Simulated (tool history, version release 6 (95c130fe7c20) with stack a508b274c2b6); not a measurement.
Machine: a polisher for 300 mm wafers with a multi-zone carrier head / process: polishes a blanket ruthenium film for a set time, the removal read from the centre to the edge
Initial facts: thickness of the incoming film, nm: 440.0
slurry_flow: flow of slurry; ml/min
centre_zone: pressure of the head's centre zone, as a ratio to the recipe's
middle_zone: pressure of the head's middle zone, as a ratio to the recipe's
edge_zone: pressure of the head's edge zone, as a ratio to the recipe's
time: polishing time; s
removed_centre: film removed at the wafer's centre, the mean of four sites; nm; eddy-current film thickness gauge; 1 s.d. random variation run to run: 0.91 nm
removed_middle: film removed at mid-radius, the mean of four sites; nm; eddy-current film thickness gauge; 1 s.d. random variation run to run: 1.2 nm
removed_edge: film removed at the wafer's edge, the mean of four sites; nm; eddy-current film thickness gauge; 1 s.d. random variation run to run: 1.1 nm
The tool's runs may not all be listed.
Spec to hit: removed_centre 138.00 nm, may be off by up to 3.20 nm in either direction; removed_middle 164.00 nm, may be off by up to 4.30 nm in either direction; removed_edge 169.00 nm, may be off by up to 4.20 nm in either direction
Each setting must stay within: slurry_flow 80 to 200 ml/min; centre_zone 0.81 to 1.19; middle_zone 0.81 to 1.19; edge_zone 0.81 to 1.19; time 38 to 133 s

run  hour  slurry_flow  centre_zone  middle_zone  edge_zone  time  removed_centre  removed_middle  removed_edge
  1   0.0          130         1.00         1.00       1.00    85          108.16          107.62        112.17
  2   7.5          135         0.99         1.01       1.03    89          111.51          114.21        119.50
  3  11.1          140         0.98         1.02       1.05    92          115.59          119.45        126.47
  4  13.3          155         0.98         1.02       1.05    92          118.99          121.09        128.85
  5  19.7          160         0.97         1.04       1.07    94          123.52          126.48        131.44
  6  26.7          160         0.97         1.04       1.01    94          121.67          128.03        127.92
  7  31.3          160         0.96         1.05       1.03    97          125.89          131.47        134.09
  8  35.1          160         0.94         1.07       1.05    99          125.57          137.01        137.78
  9  39.4          160         0.93         1.08       1.07   101          128.66          142.36        142.33
 10  47.5          160         0.92         1.08       1.09   102          128.55          144.26        145.94
 11  55.4          160         0.91         1.08       1.10   103          129.57          144.84        145.61
 12  62.8          170         0.81         1.07       1.19   116          137.09          163.43        173.61

Of the 5 settings listed for the next run, only one would bring every result within its allowed miss of target. Which one?
  A  70.2          140         0.82         1.08       1.19   123               ?               ?             ?
  B  70.2          190         0.82         0.97       1.18   117               ?               ?             ?
  C  70.2          200         0.84         1.11       1.19   110               ?               ?             ?
  D  70.2          180         0.85         1.01       1.19   118               ?               ?             ?
  E  70.2          170         0.81         1.09       1.19   117               ?               ?             ?

move  removed_centre  removed_middle  removed_edge
   A          138.77          167.16        180.01
   B          140.62          155.30        177.84
   C          135.44          162.78        168.63
   D          143.58          159.97        178.92
   E          136.82          166.36        175.98
A: its largest miss is bigger than the last run's
B: its largest miss is bigger than the last run's
C: every result lands within tolerance
D: its largest miss is bigger than the last run's
E: its largest miss is bigger than the last run's
Move C is the one to make.
